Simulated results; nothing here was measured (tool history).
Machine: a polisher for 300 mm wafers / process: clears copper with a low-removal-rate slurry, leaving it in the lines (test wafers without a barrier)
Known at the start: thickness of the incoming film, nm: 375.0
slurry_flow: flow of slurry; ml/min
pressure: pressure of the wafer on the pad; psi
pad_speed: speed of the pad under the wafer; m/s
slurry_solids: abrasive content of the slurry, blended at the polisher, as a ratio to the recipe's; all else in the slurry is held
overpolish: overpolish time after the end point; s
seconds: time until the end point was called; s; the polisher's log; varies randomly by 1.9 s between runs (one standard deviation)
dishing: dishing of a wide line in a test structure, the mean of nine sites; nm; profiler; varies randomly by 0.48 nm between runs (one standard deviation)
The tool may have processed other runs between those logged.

run	hour	slurry_flow	pressure	pad_speed	slurry_solids	overpolish	seconds	dishing
1	0	285	3.8	1.02	1	21	101.43	48.639
2	6	285	3.5	1.06	1	16	102.5	37.846
3	10	285	3.2	1.06	1	16	112.98	35.819
4	15.6	280	3.1	1.1	1	13	114.33	28.855
5	21.6	280	3.1	1.12	1	11	110.43	25.965
6	28.8	280	3.1	1.12	1	6	112.06	15.352
7	36.4	280	3	1.16	1	7	109.35	17.49
8	43.7	280	2.9	1.24	1	14	110.34	32.916
9	50.6	280	3.1	1.2	1	13	104.27	30.363
10	55.5	280	3.2	1.18	1	12	103.65	29.513

Estimate the outcome of run 11 from the log above:
11	62.7	285	3.2	1.16	1	11	?	?

{"run 11": {"seconds": 106.59, "dishing": 28.406}}
